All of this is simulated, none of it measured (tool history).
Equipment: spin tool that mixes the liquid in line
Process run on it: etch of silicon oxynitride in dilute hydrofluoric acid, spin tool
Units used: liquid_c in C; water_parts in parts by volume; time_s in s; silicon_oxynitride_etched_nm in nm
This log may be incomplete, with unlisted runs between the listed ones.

Run 1, hour 0: liquid_c 23 C, water_parts 290 parts by volume, time_s 310 s. Result: silicon_oxynitride_etched_nm 3.8706 nm.
Run 2, hour 1.7: liquid_c 23 C, water_parts 290 parts by volume, time_s 330 s. Result: silicon_oxynitride_etched_nm 4.2002 nm.
Run 3, hour 6.3: liquid_c 23 C, water_parts 290 parts by volume, time_s 310 s. Result: silicon_oxynitride_etched_nm 3.9468 nm.
Run 4, hour 13.6: liquid_c 23 C, water_parts 240 parts by volume, time_s 310 s. Result: silicon_oxynitride_etched_nm 4.9176 nm.
Run 5, hour 14.8: liquid_c 23 C, water_parts 160 parts by volume, time_s 310 s. Result: silicon_oxynitride_etched_nm 7.8409 nm.
Run 6, hour 16.6: liquid_c 24 C, water_parts 160 parts by volume, time_s 310 s. Result: silicon_oxynitride_etched_nm 8.0559 nm.
At hour 17.3: hydrofluoric acid flow meter replaced.
Run 7, hour 17.3: liquid_c 28 C, water_parts 155 parts by volume, time_s 310 s. Result: silicon_oxynitride_etched_nm 11.166 nm.
Run 8, hour 22.8: liquid_c 28 C, water_parts 155 parts by volume, time_s 310 s. Result: silicon_oxynitride_etched_nm 11.075 nm.

Run 9 is up next; what results do you expect?
Run 9, hour 30: liquid_c 27.5 C, water_parts 155 parts by volume, time_s 310 s. Result: silicon_oxynitride_etched_nm ?.

{"run 9": {"silicon_oxynitride_etched_nm": 10.787}}
